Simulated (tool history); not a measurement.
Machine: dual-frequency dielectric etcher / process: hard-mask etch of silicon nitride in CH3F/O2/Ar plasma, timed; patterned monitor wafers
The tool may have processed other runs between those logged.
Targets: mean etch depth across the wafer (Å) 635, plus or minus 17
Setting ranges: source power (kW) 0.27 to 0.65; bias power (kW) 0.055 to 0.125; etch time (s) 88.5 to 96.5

run	day	source power (kW)	bias power (kW)	etch time (s)	mean etch depth across the wafer (Å)
1	0	0.46	0.09	96.5	752.83
2	0.212	0.44	0.088	96	726.14
3	0.517	0.42	0.087	96	719.34
4	0.588	0.42	0.087	96.5	717.02
# day 0.7: source power generator calibrated
5	0.7	0.42	0.103	96.5	749.13
6	0.942	0.4	0.101	96	720.11
7	1.308	0.39	0.1	96	713.87
8	1.542	0.38	0.099	96	697.64
9	1.758	0.37	0.099	96	690.87
10	2.088	0.36	0.099	96	689.54
11	2.342	0.29	0.091	94.5	590.68

Next run, 4 choices. One meets every target within its allowed miss, the rest don't. Which?
A	2.596	0.28	0.099	93	?
B	2.596	0.27	0.113	89.5	?
C	2.596	0.36	0.089	92.5	?
D	2.596	0.32	0.087	93.5	?

move	mean etch depth across the wafer (Å)
A	589.81
B	583.62
C	636.41
D	605.13
A: roughly where the last run was
B: further off than the last run
C: meets every target
D: nearer than the last run, and not there yet
C meets every target.
